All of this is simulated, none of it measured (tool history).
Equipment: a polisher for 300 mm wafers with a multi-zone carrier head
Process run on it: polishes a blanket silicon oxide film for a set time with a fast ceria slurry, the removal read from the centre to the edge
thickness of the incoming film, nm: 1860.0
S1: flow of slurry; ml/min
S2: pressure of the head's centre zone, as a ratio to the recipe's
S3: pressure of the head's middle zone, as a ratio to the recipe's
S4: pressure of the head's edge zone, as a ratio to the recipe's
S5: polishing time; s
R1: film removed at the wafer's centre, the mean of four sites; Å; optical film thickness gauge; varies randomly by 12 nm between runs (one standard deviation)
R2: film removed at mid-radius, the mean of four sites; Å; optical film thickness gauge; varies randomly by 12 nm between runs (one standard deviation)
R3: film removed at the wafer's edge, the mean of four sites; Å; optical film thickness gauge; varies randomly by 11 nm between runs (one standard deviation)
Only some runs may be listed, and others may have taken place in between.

| run | hour | S1 | S2 | S3 | S4 | S5 | R1 | R2 | R3 |
|---|---|---|---|---|---|---|---|---|---|
| 1 | 0 | 210 | 1 | 1 | 1 | 36 | 7249.8 | 7194.7 | 7167.1 |
| 2 | 9 | 210 | 1 | 1 | 1 | 28 | 5710.5 | 5588.5 | 5471.5 |
| 3 | 12.4 | 210 | 1 | 0.94 | 1 | 28 | 5692.1 | 5417.9 | 5496.5 |
| 4 | 15.1 | 210 | 1 | 0.91 | 1 | 28 | 5829.6 | 5341 | 5468.5 |
| 5 | 22.6 | 210 | 0.93 | 0.91 | 1 | 28 | 5274.5 | 5154.6 | 5517.3 |
| 6 | 30.4 | 210 | 0.97 | 0.91 | 1 | 28 | 5566.1 | 5266 | 5697.2 |
| 7 | 37.6 | 215 | 0.98 | 0.9 | 1.01 | 30 | 6023.7 | 5673 | 6030.8 |
| 8 | 43.3 | 220 | 0.99 | 0.89 | 1.03 | 31 | 6314.6 | 5704.2 | 6307.9 |
| 9 | 44.6 | 240 | 1.06 | 0.95 | 1.13 | 41 | 8916.4 | 7871.2 | 8867.3 |
| 10 | 50.8 | 250 | 1.08 | 0.95 | 1.16 | 42 | 9470.6 | 8180.9 | 9137.7 |
| 11 | 55.4 | 250 | 1.08 | 0.95 | 1.16 | 42 | 9331.3 | 8447.2 | 9022.5 |

Run 12 comes next. What will it give?
| 12 | 58 | 250 | 1.08 | 0.95 | 1.16 | 42 | ? | ? | ? |

Run 12 measured R1 9561.2 Å, R2 8339.7 Å, R3 9119.8 Å.
